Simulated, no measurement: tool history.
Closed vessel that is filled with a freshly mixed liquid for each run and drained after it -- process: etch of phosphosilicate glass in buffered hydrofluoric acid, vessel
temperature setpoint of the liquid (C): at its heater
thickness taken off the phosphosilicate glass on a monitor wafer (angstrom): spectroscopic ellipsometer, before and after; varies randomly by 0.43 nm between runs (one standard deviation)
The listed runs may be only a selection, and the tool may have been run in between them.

| run | hour | temperature setpoint of the liquid (C) | parts of 40 % ammonium fluoride to one part of 49 % hydrofluoric acid (parts by volume) | time in the liquid (s) | thickness taken off the phosphosilicate glass on a monitor wafer (angstrom) |
|---|---|---|---|---|---|
| 1 | 0.0 | 21.0 | 12.5 | 30 | 558.12 |
| 2 | 3.7 | 21.0 | 12.5 | 30 | 553.45 |
| 3 | 10.3 | 21.0 | 14.5 | 30 | 475.85 |
| 4 | 16.9 | 21.0 | 14.5 | 30 | 478.21 |
| 5 | 18.5 | 21.0 | 14.5 | 30 | 478.85 |
| 6 | 24.1 | 21.0 | 14.5 | 30 | 479.70 |
| 7 | 31.6 | 25.0 | 10.5 | 30 | 819.17 |
| 8 | 33.0 | 26.0 | 10.0 | 30 | 906.75 |
| 9 | 34.5 | 27.0 | 9.5 | 30 | 1006.00 |
| 10 | 40.7 | 27.5 | 9.5 | 30 | 1035.60 |

Run 11 is up next; what results do you expect?
| 11 | 46.3 | 28.0 | 9.5 | 30 | ? |

{"run 11": {"thickness taken off the phosphosilicate glass on a monitor wafer (angstrom)": 1062.6}}

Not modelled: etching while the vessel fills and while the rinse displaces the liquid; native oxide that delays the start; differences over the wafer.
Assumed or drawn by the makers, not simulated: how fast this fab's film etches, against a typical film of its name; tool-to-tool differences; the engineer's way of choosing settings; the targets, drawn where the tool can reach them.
